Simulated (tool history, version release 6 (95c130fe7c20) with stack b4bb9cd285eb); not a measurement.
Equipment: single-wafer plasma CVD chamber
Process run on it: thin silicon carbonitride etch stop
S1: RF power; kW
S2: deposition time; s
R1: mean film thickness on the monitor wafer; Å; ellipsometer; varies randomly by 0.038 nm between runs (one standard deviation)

run  hour     S1    S2      R1
  1   0.0  0.225  15.2  82.395
  2   4.2  0.215  14.9  80.014
  3  13.0  0.235  14.9  82.241
  4  21.9  0.220  14.7  80.166
  5  27.2  0.220  15.8  85.861
  6  35.0  0.235  15.8  87.623
  7  41.2  0.220  15.3  82.547

Run 8, settings as shown, results not yet in. Your forecast:
  8  45.6  0.205  15.0   ?

{"run 8": {"R1": 78.496}}
